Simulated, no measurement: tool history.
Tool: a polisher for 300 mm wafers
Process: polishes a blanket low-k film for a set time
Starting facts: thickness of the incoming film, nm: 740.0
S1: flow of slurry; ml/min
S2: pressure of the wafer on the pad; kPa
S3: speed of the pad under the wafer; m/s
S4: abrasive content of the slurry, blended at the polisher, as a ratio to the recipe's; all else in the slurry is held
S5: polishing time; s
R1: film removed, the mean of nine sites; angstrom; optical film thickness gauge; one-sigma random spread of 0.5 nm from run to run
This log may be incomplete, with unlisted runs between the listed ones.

run  hour   S1    S2    S3    S4  S5      R1
  1   0.0  305  17.2  1.14  1.00  78  453.18
  2   6.6  245  17.2  1.14  1.00  78  450.37
  3   8.1  245  17.2  1.14  0.85  78  432.19
  4  12.7  245  17.2  0.90  0.85  78  353.18
  5  16.8  245  18.6  0.90  0.85  78  378.32
  6  25.5  245  20.0  0.90  0.85  78  412.29
  7  29.9  245  20.7  0.90  0.85  78  418.81
  8  37.3  245  21.4  0.90  0.85  78  421.12

Run 9 has not been measured yet. What should we expect?
  9  38.8  245  22.8  0.90  0.85  78   ?

{"run 9": {"R1": 448.64}}
